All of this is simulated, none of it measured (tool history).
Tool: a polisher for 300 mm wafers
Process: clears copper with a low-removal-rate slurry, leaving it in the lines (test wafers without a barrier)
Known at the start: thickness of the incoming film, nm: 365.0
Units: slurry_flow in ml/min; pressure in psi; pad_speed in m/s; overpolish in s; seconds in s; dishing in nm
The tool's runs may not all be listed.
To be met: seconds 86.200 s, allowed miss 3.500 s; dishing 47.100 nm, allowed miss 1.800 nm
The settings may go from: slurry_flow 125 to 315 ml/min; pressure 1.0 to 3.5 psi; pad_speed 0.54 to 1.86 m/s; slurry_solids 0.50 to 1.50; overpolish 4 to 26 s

Run 1, hour 0.0: slurry_flow 205 ml/min, pressure 2.2 psi, pad_speed 1.18 m/s, slurry_solids 1.00, overpolish 13 s. Result: seconds 131.100 s, dishing 27.296 nm.
Run 2, hour 1.9: slurry_flow 205 ml/min, pressure 2.4 psi, pad_speed 1.18 m/s, slurry_solids 1.00, overpolish 14 s. Result: seconds 124.500 s, dishing 30.320 nm.
Run 3, hour 8.6: slurry_flow 205 ml/min, pressure 2.7 psi, pad_speed 1.18 m/s, slurry_solids 1.00, overpolish 15 s. Result: seconds 108.040 s, dishing 35.736 nm.
Run 4, hour 14.8: slurry_flow 205 ml/min, pressure 2.8 psi, pad_speed 1.18 m/s, slurry_solids 1.00, overpolish 15 s. Result: seconds 104.670 s, dishing 36.726 nm.
Run 5, hour 16.3: slurry_flow 205 ml/min, pressure 2.9 psi, pad_speed 1.18 m/s, slurry_solids 1.00, overpolish 15 s. Result: seconds 101.330 s, dishing 37.797 nm.
At hour 17.5: worn pad replaced by a new one.
Run 6, hour 17.5: slurry_flow 205 ml/min, pressure 2.9 psi, pad_speed 1.18 m/s, slurry_solids 1.15, overpolish 15 s. Result: seconds 92.702 s, dishing 40.459 nm.
Run 7, hour 22.3: slurry_flow 210 ml/min, pressure 3.0 psi, pad_speed 1.18 m/s, slurry_solids 1.15, overpolish 16 s. Result: seconds 89.317 s, dishing 45.213 nm.
Run 8, hour 28.4: slurry_flow 210 ml/min, pressure 3.0 psi, pad_speed 1.18 m/s, slurry_solids 1.15, overpolish 16 s. Result: seconds 89.166 s, dishing 43.622 nm.

5 next moves are on the table. One of them brings every result within its allowed miss. Which?
Run A, hour 34.5: slurry_flow 125 ml/min, pressure 3.2 psi, pad_speed 1.32 m/s, slurry_solids 0.90, overpolish 12 s. Result: seconds ?, dishing ?.
Run B, hour 34.5: slurry_flow 185 ml/min, pressure 2.8 psi, pad_speed 1.26 m/s, slurry_solids 1.00, overpolish 21 s. Result: seconds ?, dishing ?.
Run C, hour 34.5: slurry_flow 190 ml/min, pressure 2.7 psi, pad_speed 1.24 m/s, slurry_solids 1.25, overpolish 14 s. Result: seconds ?, dishing ?.
Run D, hour 34.5: slurry_flow 295 ml/min, pressure 2.7 psi, pad_speed 1.28 m/s, slurry_solids 1.15, overpolish 15 s. Result: seconds ?, dishing ?.
Run E, hour 34.5: slurry_flow 190 ml/min, pressure 3.4 psi, pad_speed 1.06 m/s, slurry_solids 1.25, overpolish 17 s. Result: seconds ?, dishing ?.

move  seconds  dishing
   A   84.645   36.567
   B   93.275   50.964
   C   92.569   38.157
   D   87.660   41.881
   E   86.014   47.109
A: further off than the last run
B: takes the result that was furthest off past its target
C: further off than the last run
D: further off than the last run
E: meets every target
Answer: E

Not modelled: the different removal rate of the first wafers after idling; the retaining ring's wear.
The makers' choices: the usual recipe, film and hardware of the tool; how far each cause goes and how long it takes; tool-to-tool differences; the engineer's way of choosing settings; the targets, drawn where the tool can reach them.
